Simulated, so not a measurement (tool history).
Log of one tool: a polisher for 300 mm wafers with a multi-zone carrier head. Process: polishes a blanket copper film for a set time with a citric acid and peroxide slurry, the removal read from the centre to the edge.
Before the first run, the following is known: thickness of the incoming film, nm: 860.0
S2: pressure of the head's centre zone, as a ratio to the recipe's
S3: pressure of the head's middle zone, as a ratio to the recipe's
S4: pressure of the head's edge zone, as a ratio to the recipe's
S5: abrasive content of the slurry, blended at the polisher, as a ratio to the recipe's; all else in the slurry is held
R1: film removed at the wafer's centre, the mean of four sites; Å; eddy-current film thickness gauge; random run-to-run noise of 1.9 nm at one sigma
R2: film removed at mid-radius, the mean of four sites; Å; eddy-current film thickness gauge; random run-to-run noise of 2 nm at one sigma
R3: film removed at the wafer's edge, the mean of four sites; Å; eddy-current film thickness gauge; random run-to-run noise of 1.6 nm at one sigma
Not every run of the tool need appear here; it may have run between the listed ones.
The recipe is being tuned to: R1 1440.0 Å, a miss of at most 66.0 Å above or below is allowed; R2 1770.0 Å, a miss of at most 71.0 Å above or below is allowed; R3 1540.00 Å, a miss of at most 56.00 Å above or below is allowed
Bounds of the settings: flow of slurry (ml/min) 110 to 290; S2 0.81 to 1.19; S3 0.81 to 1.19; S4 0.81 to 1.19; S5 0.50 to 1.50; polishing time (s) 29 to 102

{"run": 1, "hour": 0.0, "flow of slurry (ml/min)": 185, "S2": 1.0, "S3": 1.0, "S4": 1.0, "S5": 1.0, "polishing time (s)": 65, "R1": 1443.8, "R2": 1415.1, "R3": 1387.3}
{"run": 2, "hour": 7.5, "flow of slurry (ml/min)": 185, "S2": 0.96, "S3": 1.0, "S4": 1.0, "S5": 1.0, "polishing time (s)": 65, "R1": 1356.3, "R2": 1449.9, "R3": 1414.9}
{"run": 3, "hour": 10.6, "flow of slurry (ml/min)": 185, "S2": 0.96, "S3": 1.0, "S4": 1.0, "S5": 1.05, "polishing time (s)": 65, "R1": 1366.1, "R2": 1439.5, "R3": 1420.8}
{"run": 4, "hour": 12.6, "flow of slurry (ml/min)": 195, "S2": 0.96, "S3": 1.03, "S4": 1.0, "S5": 1.05, "polishing time (s)": 65, "R1": 1371.9, "R2": 1538.5, "R3": 1427.6}
{"run": 5, "hour": 20.4, "flow of slurry (ml/min)": 195, "S2": 0.96, "S3": 1.03, "S4": 1.0, "S5": 1.05, "polishing time (s)": 54, "R1": 1181.4, "R2": 1247.5, "R3": 1169.8}
{"run": 6, "hour": 28.9, "flow of slurry (ml/min)": 195, "S2": 0.96, "S3": 1.03, "S4": 0.91, "S5": 1.05, "polishing time (s)": 54, "R1": 1175.8, "R2": 1246.7, "R3": 1131.8}
{"run": 7, "hour": 36.3, "flow of slurry (ml/min)": 200, "S2": 0.96, "S3": 1.04, "S4": 0.94, "S5": 1.15, "polishing time (s)": 56, "R1": 1228.5, "R2": 1349.7, "R3": 1211.6}
{"run": 8, "hour": 40.6, "flow of slurry (ml/min)": 205, "S2": 0.96, "S3": 1.05, "S4": 0.96, "S5": 1.2, "polishing time (s)": 57, "R1": 1275.1, "R2": 1374.8, "R3": 1274.2}

Which one of the following 5 next-run settings gets every result inside its allowed miss? There is exactly one.
{"run": "A", "hour": 44.9, "flow of slurry (ml/min)": 205, "S2": 0.92, "S3": 1.13, "S4": 1.0, "S5": 1.3, "polishing time (s)": 66, "R1": "?", "R2": "?", "R3": "?"}
{"run": "B", "hour": 44.9, "flow of slurry (ml/min)": 205, "S2": 1.05, "S3": 0.81, "S4": 1.17, "S5": 1.45, "polishing time (s)": 55, "R1": "?", "R2": "?", "R3": "?"}
{"run": "C", "hour": 44.9, "flow of slurry (ml/min)": 225, "S2": 1.12, "S3": 1.19, "S4": 0.89, "S5": 0.9, "polishing time (s)": 49, "R1": "?", "R2": "?", "R3": "?"}
{"run": "D", "hour": 44.9, "flow of slurry (ml/min)": 215, "S2": 0.83, "S3": 1.15, "S4": 0.94, "S5": 1.15, "polishing time (s)": 76, "R1": "?", "R2": "?", "R3": "?"}
{"run": "E", "hour": 44.9, "flow of slurry (ml/min)": 210, "S2": 0.97, "S3": 1.09, "S4": 0.92, "S5": 1.15, "polishing time (s)": 45, "R1": "?", "R2": "?", "R3": "?"}

move=A R1=1474.1 R2=1753.5 R3=1542.40
move=B R1=1398.3 R2=1135.6 R3=1435.70
move=C R1=1180.0 R2=1252.7 R3=994.81
move=D R1=1530.5 R2=1999.6 R3=1678.50
move=E R1=1018.5 R2=1127.0 R3=982.72
A: meets every target
B: further off than the last run
C: further off than the last run
D: carries the result that was furthest off beyond its target, to the other side
E: further off than the last run
Answer: A

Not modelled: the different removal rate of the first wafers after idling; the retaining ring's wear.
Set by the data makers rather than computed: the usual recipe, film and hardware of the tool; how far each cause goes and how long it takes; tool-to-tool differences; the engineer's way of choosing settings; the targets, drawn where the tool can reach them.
